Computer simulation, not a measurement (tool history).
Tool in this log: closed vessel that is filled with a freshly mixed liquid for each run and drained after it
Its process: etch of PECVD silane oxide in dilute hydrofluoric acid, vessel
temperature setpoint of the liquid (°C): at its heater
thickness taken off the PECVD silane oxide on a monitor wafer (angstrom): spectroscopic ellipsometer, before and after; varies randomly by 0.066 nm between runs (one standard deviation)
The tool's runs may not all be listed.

run	day	temperature setpoint of the liquid (°C)	parts of water to one part of 49 % hydrofluoric acid (parts by volume)	time in the liquid (s)	thickness taken off the PECVD silane oxide on a monitor wafer (angstrom)
1	0.000	24.0	150	30	88.998
2	0.238	26.0	150	30	95.667
3	0.571	27.5	150	30	100.830
4	0.633	26.0	150	30	95.435
5	0.929	26.0	190	30	72.406
6	1.033	23.5	190	30	66.303
7	1.392	25.5	180	30	75.610
8	1.621	27.0	170	30	85.590
9	1.708	28.0	165	30	92.807
10	1.929	29.0	160	30	99.235
11	2.258	29.5	155	30	105.510

Run 12 comes next. What will it give?
12	2.475	30.0	155	30	?

Logged for run 12: thickness taken off the PECVD silane oxide on a monitor wafer (angstrom) 107.740.
